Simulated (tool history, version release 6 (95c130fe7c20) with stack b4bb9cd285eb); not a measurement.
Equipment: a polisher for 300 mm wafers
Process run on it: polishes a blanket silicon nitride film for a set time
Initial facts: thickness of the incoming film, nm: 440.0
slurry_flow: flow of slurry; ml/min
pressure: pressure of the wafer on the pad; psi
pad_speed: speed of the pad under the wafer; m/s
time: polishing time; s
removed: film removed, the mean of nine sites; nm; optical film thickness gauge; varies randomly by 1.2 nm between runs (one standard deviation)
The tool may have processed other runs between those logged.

run,hour,slurry_flow,pressure,pad_speed,time,removed
1,0,120,3.3,1.4,88,215.02
2,3.1,120,2.6,1.4,88,172.12
3,8.4,115,2.3,1.36,88,149.34
4,16.1,110,2.1,1.36,88,133.77
5,23.9,110,2.1,1.36,88,132.49
6,29.7,100,2,1.36,88,123.85
7,36.8,95,2,1.36,88,123.35
8,38.1,90,1.6,1.36,88,96.74
9,41.9,95,1.6,1.36,88,99.668
10,43.1,100,1.6,1.36,88,101.83
11,50.1,105,1.6,1.36,88,102.21
12,56.3,110,1.6,1.36,88,104.06

Run 13 comes next. What will it give?
13,61.8,115,1.6,1.36,88,?

removed: 104.83 nm
